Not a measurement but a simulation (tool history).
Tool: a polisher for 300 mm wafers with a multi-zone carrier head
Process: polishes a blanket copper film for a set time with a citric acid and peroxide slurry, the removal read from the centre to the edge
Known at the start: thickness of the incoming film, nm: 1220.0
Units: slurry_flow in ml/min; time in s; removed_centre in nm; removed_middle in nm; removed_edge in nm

| run | hour | slurry_flow | centre_zone | middle_zone | edge_zone | slurry_solids | time | removed_centre | removed_middle | removed_edge |
|---|---|---|---|---|---|---|---|---|---|---|
| 1 | 0 | 300 | 1 | 1 | 1 | 1 | 45 | 68.503 | 76.323 | 76.353 |
| 2 | 3.5 | 300 | 1 | 1 | 1 | 1.2 | 45 | 70.941 | 80.178 | 80.682 |
| 3 | 8.7 | 310 | 1.02 | 1.02 | 1.01 | 1.2 | 45 | 72.203 | 81.227 | 80.196 |
| 4 | 11.6 | 310 | 1.02 | 1.1 | 1.01 | 1.2 | 45 | 74.225 | 85.433 | 79.871 |
| 5 | 20.3 | 310 | 0.96 | 1.1 | 1.01 | 1.2 | 45 | 67.311 | 85.926 | 81.239 |
|  | 27.4 | centre zone pressure recalibrated |
| 6 | 27.4 | 310 | 0.96 | 1.1 | 0.98 | 1.2 | 45 | 77.089 | 85.05 | 78.655 |
| 7 | 32.4 | 315 | 0.97 | 1.11 | 0.98 | 1.25 | 45 | 79.076 | 86.928 | 80.347 |
| 8 | 35.2 | 325 | 0.97 | 1.12 | 0.98 | 1.3 | 45 | 79.3 | 88.424 | 80.137 |

The next listed run, before its measurement:
| 9 | 39.2 | 330 | 0.97 | 1.12 | 0.98 | 1.35 | 45 | ? | ? | ? |

Run 9 gave removed_centre 80.03 nm, removed_middle 89.373 nm, removed_edge 81.601 nm.
